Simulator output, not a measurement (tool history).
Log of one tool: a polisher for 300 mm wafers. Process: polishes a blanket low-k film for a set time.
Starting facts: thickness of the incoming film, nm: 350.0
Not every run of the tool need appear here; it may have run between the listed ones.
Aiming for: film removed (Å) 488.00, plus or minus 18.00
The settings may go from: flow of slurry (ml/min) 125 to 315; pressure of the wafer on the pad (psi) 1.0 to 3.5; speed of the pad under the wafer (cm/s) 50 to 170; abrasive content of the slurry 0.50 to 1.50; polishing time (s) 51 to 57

run,hour,flow of slurry (ml/min),pressure of the wafer on the pad (psi),speed of the pad under the wafer (cm/s),abrasive content of the slurry,polishing time (s),film removed (Å)
1,0.0,205,2.2,110,1.00,57,339.02
2,0.7,205,2.3,110,1.00,57,352.17
3,4.4,205,2.3,110,1.00,57,350.16
4,13.4,205,2.3,110,1.10,57,363.27
5,20.1,205,2.3,110,1.10,57,360.35
6,28.3,205,2.4,110,1.10,57,370.23
7,35.8,205,2.5,110,1.10,57,400.57
8,39.0,210,2.7,110,1.10,57,427.01
9,40.8,210,2.9,110,1.10,57,458.50

Which of these 4 next moves meets every target?
A,42.6,235,3.3,136,0.75,52,?
B,42.6,185,2.9,116,1.15,52,?
C,42.6,220,3.2,94,1.30,55,?
D,42.6,180,2.7,112,1.05,57,?

move,film removed (Å)
A,479.02
B,428.10
C,450.39
D,409.68
A: in spec on every target
B: its largest miss is bigger than the last run's
C: its largest miss is bigger than the last run's
D: its largest miss is bigger than the last run's
A is the move that brings every result within its allowed miss.

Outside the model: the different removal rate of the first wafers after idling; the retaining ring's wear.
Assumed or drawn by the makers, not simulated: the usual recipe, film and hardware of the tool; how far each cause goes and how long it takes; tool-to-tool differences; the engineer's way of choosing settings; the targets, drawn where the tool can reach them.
